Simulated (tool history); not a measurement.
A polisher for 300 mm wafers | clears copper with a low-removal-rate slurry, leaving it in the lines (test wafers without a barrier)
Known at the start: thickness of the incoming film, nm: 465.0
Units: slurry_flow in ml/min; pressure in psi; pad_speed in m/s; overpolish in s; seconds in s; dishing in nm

{"run": 1, "hour": 0.0, "slurry_flow": 175, "pressure": 2.6, "pad_speed": 1.08, "slurry_solids": 1, "overpolish": 27, "seconds": 135.76, "dishing": 51.215}
{"run": 2, "hour": 6.8, "slurry_flow": 190, "pressure": 2.6, "pad_speed": 1.08, "slurry_solids": 1, "overpolish": 27, "seconds": 134.51, "dishing": 51.546}
{"run": 3, "hour": 8.4, "slurry_flow": 190, "pressure": 2.6, "pad_speed": 1.36, "slurry_solids": 1, "overpolish": 27, "seconds": 107.76, "dishing": 58.425}
{"run": 4, "hour": 13.9, "slurry_flow": 190, "pressure": 2.6, "pad_speed": 1.2, "slurry_solids": 1, "overpolish": 27, "seconds": 120.66, "dishing": 54.561}
{"run": 5, "hour": 19.8, "slurry_flow": 185, "pressure": 2.4, "pad_speed": 1.2, "slurry_solids": 1, "overpolish": 30, "seconds": 130.29, "dishing": 54.201}
{"run": 6, "hour": 22.8, "slurry_flow": 185, "pressure": 3, "pad_speed": 1.2, "slurry_solids": 1, "overpolish": 30, "seconds": 109.82, "dishing": 60.403}
{"run": 7, "hour": 29.4, "slurry_flow": 185, "pressure": 2.7, "pad_speed": 1.18, "slurry_solids": 1, "overpolish": 32, "seconds": 118.53, "dishing": 60.149}

Forecast run 8:
{"run": 8, "hour": 30.4, "slurry_flow": 185, "pressure": 2.4, "pad_speed": 1.16, "slurry_solids": 1, "overpolish": 34, "seconds": "?", "dishing": "?"}

Run 8 gave seconds 132.71 s, dishing 59.605 nm.
